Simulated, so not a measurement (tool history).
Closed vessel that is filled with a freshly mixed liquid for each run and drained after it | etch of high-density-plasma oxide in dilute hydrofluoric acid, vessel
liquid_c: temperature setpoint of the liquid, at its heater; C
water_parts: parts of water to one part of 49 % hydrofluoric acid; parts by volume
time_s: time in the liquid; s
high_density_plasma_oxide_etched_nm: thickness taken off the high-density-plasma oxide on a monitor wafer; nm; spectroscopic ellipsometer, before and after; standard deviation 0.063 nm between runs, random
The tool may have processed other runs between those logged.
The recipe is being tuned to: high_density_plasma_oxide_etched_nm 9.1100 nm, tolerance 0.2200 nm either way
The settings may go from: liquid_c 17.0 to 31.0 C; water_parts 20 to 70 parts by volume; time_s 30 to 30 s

| run | hour | liquid_c | water_parts | time_s | high_density_plasma_oxide_etched_nm |
|---|---|---|---|---|---|
| 1 | 0.0 | 23.0 | 40 | 30 | 4.8193 |
| 2 | 7.7 | 23.0 | 50 | 30 | 3.7431 |
| 3 | 11.8 | 26.0 | 50 | 30 | 4.2525 |
| 4 | 12.9 | 27.5 | 45 | 30 | 5.0933 |
| 5 | 14.5 | 27.5 | 55 | 30 | 4.0927 |
| 6 | 19.3 | 28.5 | 45 | 30 | 5.2896 |
| 7 | 24.8 | 29.5 | 40 | 30 | 6.3164 |
|  | 32.3 | hydrofluoric acid flow meter replaced |
| 8 | 32.3 | 31.0 | 25 | 30 | 11.7320 |
| 9 | 38.6 | 27.0 | 25 | 30 | 9.9111 |

Of the 4 settings listed for the next run, only one would bring every result within its allowed miss of target. Which one?
| A | 44.9 | 27.5 | 30 | 30 | ? |
| B | 44.9 | 29.5 | 30 | 30 | ? |
| C | 44.9 | 28.5 | 30 | 30 | ? |
| D | 44.9 | 23.5 | 25 | 30 | ? |

| move | high_density_plasma_oxide_etched_nm |
|---|---|
| A | 8.4744 |
| B | 9.1889 |
| C | 8.8258 |
| D | 8.6754 |
A: moves the result that the last run missed by most past its target, out the other side
B: every result within its allowed miss
C: moves the result that the last run missed by most past its target, out the other side
D: moves the result that the last run missed by most past its target, out the other side
Answer: B
